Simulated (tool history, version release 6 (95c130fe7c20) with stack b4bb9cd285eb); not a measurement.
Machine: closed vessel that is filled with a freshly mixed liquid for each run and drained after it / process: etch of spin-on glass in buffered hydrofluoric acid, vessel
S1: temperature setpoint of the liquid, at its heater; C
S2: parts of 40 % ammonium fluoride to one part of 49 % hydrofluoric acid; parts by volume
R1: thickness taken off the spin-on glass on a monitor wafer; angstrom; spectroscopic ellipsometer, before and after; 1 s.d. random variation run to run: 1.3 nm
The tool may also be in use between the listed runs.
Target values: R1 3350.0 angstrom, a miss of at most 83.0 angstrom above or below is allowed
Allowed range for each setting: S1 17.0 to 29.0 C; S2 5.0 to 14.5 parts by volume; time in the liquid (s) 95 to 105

Run 1, hour 0.0: S1 21.0 C, S2 9.0 parts by volume, time in the liquid (s) 95. Result: R1 2975.0 angstrom.
Run 2, hour 8.6: S1 21.0 C, S2 9.0 parts by volume, time in the liquid (s) 95. Result: R1 2985.6 angstrom.
Run 3, hour 14.1: S1 21.0 C, S2 9.0 parts by volume, time in the liquid (s) 95. Result: R1 3000.2 angstrom.
Run 4, hour 18.4: S1 17.5 C, S2 9.0 parts by volume, time in the liquid (s) 95. Result: R1 2448.2 angstrom.
Run 5, hour 21.9: S1 18.0 C, S2 9.0 parts by volume, time in the liquid (s) 95. Result: R1 2522.3 angstrom.
Run 6, hour 27.5: S1 18.5 C, S2 9.0 parts by volume, time in the liquid (s) 95. Result: R1 2592.2 angstrom.
Run 7, hour 29.2: S1 19.0 C, S2 9.0 parts by volume, time in the liquid (s) 95. Result: R1 2650.8 angstrom.
Run 8, hour 33.1: S1 19.5 C, S2 9.0 parts by volume, time in the liquid (s) 95. Result: R1 2758.9 angstrom.
Run 9, hour 35.3: S1 20.0 C, S2 9.0 parts by volume, time in the liquid (s) 95. Result: R1 2851.0 angstrom.
Run 10, hour 37.1: S1 20.5 C, S2 9.0 parts by volume, time in the liquid (s) 95. Result: R1 2921.6 angstrom.
Run 11, hour 41.5: S1 21.0 C, S2 9.0 parts by volume, time in the liquid (s) 95. Result: R1 2974.5 angstrom.
Run 12, hour 48.8: S1 21.5 C, S2 9.0 parts by volume, time in the liquid (s) 95. Result: R1 3098.6 angstrom.

Exercise: of the 5 proposed moves below, exactly one satisfies all targets within the stated allowed misses. Which move is it?
Run A, hour 56.1: S1 22.5 C, S2 10.0 parts by volume, time in the liquid (s) 105. Result: R1 ?.
Run B, hour 56.1: S1 22.0 C, S2 8.0 parts by volume, time in the liquid (s) 95. Result: R1 ?.
Run C, hour 56.1: S1 22.5 C, S2 8.5 parts by volume, time in the liquid (s) 100. Result: R1 ?.
Run D, hour 56.1: S1 19.5 C, S2 7.0 parts by volume, time in the liquid (s) 95. Result: R1 ?.
Run E, hour 56.1: S1 17.0 C, S2 7.0 parts by volume, time in the liquid (s) 95. Result: R1 ?.

move      R1
   A  3387.2
   B  3619.9
   C  3667.8
   D  3638.8
   E  3158.8
A: all results land within tolerance of their targets
B: moves the result that the last run missed by most past its target, out the other side
C: moves the result that the last run missed by most past its target, out the other side
D: moves the result that the last run missed by most past its target, out the other side
E: closer than the last run, but not yet in spec
A meets every target.
